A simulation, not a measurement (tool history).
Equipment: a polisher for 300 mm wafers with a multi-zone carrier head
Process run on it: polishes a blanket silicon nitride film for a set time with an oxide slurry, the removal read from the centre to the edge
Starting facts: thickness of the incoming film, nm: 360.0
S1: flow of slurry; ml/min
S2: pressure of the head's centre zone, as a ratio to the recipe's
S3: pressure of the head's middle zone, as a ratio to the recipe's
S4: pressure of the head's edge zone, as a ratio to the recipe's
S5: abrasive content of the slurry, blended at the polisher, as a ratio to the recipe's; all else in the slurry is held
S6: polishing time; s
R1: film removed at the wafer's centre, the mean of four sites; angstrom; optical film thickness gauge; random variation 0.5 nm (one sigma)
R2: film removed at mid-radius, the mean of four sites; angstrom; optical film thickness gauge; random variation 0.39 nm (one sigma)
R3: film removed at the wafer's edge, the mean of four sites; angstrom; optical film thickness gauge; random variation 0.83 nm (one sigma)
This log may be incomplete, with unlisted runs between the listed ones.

run  hour   S1    S2    S3    S4    S5  S6      R1      R2      R3
  1   0.0  310  1.00  1.00  1.00  1.00  76  436.77  430.26  430.06
  2   6.7  315  1.02  0.99  1.02  1.05  77  454.68  441.75  452.51
  3  14.2  320  1.04  0.97  1.02  1.10  79  484.30  448.47  478.59
  4  16.5  320  1.04  0.97  1.02  1.20  79  504.40  463.69  488.28
  5  23.2  320  1.04  0.97  1.07  1.20  79  506.96  463.09  487.07
  6  29.4  325  1.05  0.96  1.07  1.25  81  524.37  478.27  522.78
  7  36.2  330  1.07  0.95  1.06  1.30  82  559.20  485.92  533.16
  8  41.5  335  1.08  0.95  1.07  1.35  83  574.52  496.71  544.96
  9  44.8  335  1.09  0.95  1.08  1.35  85  588.49  514.51  562.74
 10  53.3  340  1.10  0.94  1.08  1.35  86  602.18  510.20  562.12

Run 11 comes next. What will it give?
 11  54.0  340  1.11  0.93  1.08  1.35  88   ?   ?   ?

R1: 625.30 angstrom
R2: 520.01 angstrom
R3: 580.75 angstrom
